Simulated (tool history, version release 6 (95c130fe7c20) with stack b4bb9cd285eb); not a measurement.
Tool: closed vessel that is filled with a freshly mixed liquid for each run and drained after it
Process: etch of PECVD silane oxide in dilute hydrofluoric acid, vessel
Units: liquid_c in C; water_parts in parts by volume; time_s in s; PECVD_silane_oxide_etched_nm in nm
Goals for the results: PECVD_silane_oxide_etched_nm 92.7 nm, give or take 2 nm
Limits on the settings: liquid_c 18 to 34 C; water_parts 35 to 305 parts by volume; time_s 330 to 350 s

run 1 hour=0 | liquid_c=26 water_parts=170 time_s=330 | PECVD_silane_oxide_etched_nm=69.277
run 2 hour=7.5 | liquid_c=27 water_parts=170 time_s=330 | PECVD_silane_oxide_etched_nm=71.802
run 3 hour=9.4 | liquid_c=28 water_parts=170 time_s=330 | PECVD_silane_oxide_etched_nm=74.66
run 4 hour=17.4 | liquid_c=29 water_parts=170 time_s=330 | PECVD_silane_oxide_etched_nm=77.178
run 5 hour=25.3 | liquid_c=29 water_parts=135 time_s=330 | PECVD_silane_oxide_etched_nm=101.78
run 6 hour=30.6 | liquid_c=31.5 water_parts=135 time_s=330 | PECVD_silane_oxide_etched_nm=111.09
run 7 hour=34.1 | liquid_c=31 water_parts=135 time_s=330 | PECVD_silane_oxide_etched_nm=109.25
run 8 hour=37.2 | liquid_c=30.5 water_parts=135 time_s=330 | PECVD_silane_oxide_etched_nm=107.31
run 9 hour=46.2 | liquid_c=30 water_parts=135 time_s=330 | PECVD_silane_oxide_etched_nm=105.49
run 10 hour=51.3 | liquid_c=29.5 water_parts=135 time_s=330 | PECVD_silane_oxide_etched_nm=103.14

Which one of the following 4 next-run settings gets every result inside its allowed miss? There is exactly one.
run A hour=56.4 | liquid_c=26 water_parts=140 time_s=330 | PECVD_silane_oxide_etched_nm=?
run B hour=56.4 | liquid_c=31 water_parts=155 time_s=330 | PECVD_silane_oxide_etched_nm=?
run C hour=56.4 | liquid_c=27.5 water_parts=145 time_s=330 | PECVD_silane_oxide_etched_nm=?
run D hour=56.4 | liquid_c=30.5 water_parts=145 time_s=330 | PECVD_silane_oxide_etched_nm=?

move=A PECVD_silane_oxide_etched_nm=87.376
move=B PECVD_silane_oxide_etched_nm=92.97
move=C PECVD_silane_oxide_etched_nm=88.682
move=D PECVD_silane_oxide_etched_nm=98.934
A: takes the result that was furthest off past its target
B: in spec on every target
C: takes the result that was furthest off past its target
D: nearer than the last run, and not there yet
Go with B: it meets all targets.
